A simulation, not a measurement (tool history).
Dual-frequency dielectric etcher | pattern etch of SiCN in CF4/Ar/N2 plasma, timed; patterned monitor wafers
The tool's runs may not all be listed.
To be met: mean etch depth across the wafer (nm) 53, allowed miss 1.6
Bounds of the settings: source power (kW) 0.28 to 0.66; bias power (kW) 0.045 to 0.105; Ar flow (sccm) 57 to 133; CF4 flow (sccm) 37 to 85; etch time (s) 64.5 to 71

run,hour,source power (kW),bias power (kW),Ar flow (sccm),CF4 flow (sccm),etch time (s),mean etch depth across the wafer (nm)
1,0,0.47,0.075,95,61,71,69.055
2,3.8,0.47,0.075,95,61,64.5,62.513
3,4.7,0.47,0.083,95,61,64.5,64.036
4,12.1,0.44,0.082,96,61,64.5,60.096
5,14.7,0.44,0.082,96,67,64.5,60.702
6,18.9,0.44,0.074,96,67,64.5,59.544
7,22.6,0.43,0.074,96,67,64.5,57.841
8,28.9,0.43,0.074,96,67,64.5,58.264
9,31.7,0.42,0.074,96,67,64.5,56.882

5 next moves are on the table. One of them brings every result within its allowed miss. Which?
A,34.5,0.43,0.075,106,69,70,?
B,34.5,0.38,0.07,94,58,67.5,?
C,34.5,0.4,0.074,101,66,69.5,?
D,34.5,0.42,0.087,117,75,68.5,?
E,34.5,0.43,0.076,91,67,66.5,?

move,mean etch depth across the wafer (nm)
A,62.598
B,53.042
C,58.147
D,61.71
E,60.803
A: further off than the last run
B: meets every target
C: further off than the last run
D: further off than the last run
E: further off than the last run
Move B is the one to make.
